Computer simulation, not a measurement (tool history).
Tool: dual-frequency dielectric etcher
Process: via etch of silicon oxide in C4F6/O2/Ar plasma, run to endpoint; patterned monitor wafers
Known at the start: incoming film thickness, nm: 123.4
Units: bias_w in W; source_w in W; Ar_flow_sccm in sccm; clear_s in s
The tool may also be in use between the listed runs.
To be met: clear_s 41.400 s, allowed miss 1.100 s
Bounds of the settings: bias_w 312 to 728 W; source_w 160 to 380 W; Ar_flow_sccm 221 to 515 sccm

run	hour	bias_w	source_w	Ar_flow_sccm	clear_s
1	0.0	520	270	368	31.514
2	3.7	520	300	368	30.113
3	7.0	474	270	377	32.408
4	12.0	430	270	377	33.565
5	14.2	430	270	348	33.132
6	20.6	402	250	358	34.957
7	22.8	380	230	364	36.648
8	24.0	364	220	369	37.867
9	32.8	353	210	372	38.759
10	39.7	344	200	374	39.651
11	47.6	338	200	375	39.835

Which of these 5 next moves meets every target?
A	55.5	323	230	346	?
B	55.5	312	260	319	?
C	55.5	437	180	359	?
D	55.5	321	190	393	?
E	55.5	371	210	434	?

move	clear_s
A	38.343
B	36.693
C	38.628
D	41.715
E	39.040
A: further off than the last run
B: further off than the last run
C: further off than the last run
D: meets every target
E: further off than the last run
Answer: D

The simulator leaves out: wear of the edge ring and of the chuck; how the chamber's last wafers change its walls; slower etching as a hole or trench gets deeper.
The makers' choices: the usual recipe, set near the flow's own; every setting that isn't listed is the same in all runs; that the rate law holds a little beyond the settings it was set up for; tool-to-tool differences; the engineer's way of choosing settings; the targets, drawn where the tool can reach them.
